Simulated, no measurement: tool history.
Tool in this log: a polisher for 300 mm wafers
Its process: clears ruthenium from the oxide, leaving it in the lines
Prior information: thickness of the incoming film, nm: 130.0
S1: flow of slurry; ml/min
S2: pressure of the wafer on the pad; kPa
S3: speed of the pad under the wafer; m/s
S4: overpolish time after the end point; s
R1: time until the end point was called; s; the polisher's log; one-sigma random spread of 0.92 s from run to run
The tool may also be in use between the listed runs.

{"run": 1, "hour": 0.0, "S1": 225, "S2": 13.8, "S3": 0.96, "S4": 4, "R1": 154.72}
{"run": 2, "hour": 3.0, "S1": 225, "S2": 13.8, "S3": 0.84, "S4": 4, "R1": 171.41}
{"run": 3, "hour": 7.1, "S1": 230, "S2": 15.9, "S3": 0.84, "S4": 4, "R1": 154.26}
{"run": 4, "hour": 13.8, "S1": 230, "S2": 17.2, "S3": 0.84, "S4": 4, "R1": 142.66}
{"run": 5, "hour": 17.9, "S1": 230, "S2": 17.2, "S3": 0.7, "S4": 4, "R1": 170.88}
{"hour": 24.8, "done": "head pressure recalibrated"}
{"run": 6, "hour": 24.8, "S1": 235, "S2": 18.6, "S3": 0.76, "S4": 4, "R1": 141.42}
{"run": 7, "hour": 29.3, "S1": 245, "S2": 19.3, "S3": 0.78, "S4": 4, "R1": 128.92}

Estimate the outcome of run 8 from the log above:
{"run": 8, "hour": 35.2, "S1": 270, "S2": 19.3, "S3": 0.78, "S4": 4, "R1": "?"}

R1: 131.12 s

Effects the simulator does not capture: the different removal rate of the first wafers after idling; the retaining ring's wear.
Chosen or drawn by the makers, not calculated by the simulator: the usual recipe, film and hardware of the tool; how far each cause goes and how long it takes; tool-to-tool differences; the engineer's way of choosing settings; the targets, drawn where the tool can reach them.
